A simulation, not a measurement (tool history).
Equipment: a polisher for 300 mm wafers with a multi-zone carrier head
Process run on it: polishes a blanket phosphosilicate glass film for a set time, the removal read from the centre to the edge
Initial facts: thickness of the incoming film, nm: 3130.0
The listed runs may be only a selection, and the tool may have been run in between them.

run	hour	flow of slurry (ml/min)	pressure of the head's centre zone	pressure of the head's middle zone	pressure of the head's edge zone	abrasive content of the slurry	polishing time (s)	film removed at the wafer's centre (Å)	film removed at mid-radius (Å)	film removed at the wafer's edge (Å)
1	0.0	305	1.00	1.00	1.00	1.00	67	4376.3	4324.9	4360.7
2	6.0	310	1.00	0.99	0.97	0.90	67	4212.5	4072.5	4002.4
3	12.1	310	0.94	0.99	0.97	0.90	67	3973.3	4069.8	4010.4
4	12.7	245	0.94	0.99	0.97	0.90	67	3875.3	3951.4	3859.3
5	19.1	240	0.93	0.97	0.94	0.85	67	3797.8	3755.4	3736.5
6	21.6	240	0.93	0.97	0.97	0.85	67	3641.5	3845.0	3844.5
7	29.2	235	0.93	0.96	0.94	0.80	67	3611.1	3629.3	3615.8

Run 8 is up next; what results do you expect?
8	31.0	235	0.93	0.96	0.94	0.80	67	?	?	?

Run 8 came out at film removed at the wafer's centre (Å) 3574.0, film removed at mid-radius (Å) 3675.6, film removed at the wafer's edge (Å) 3514.4.
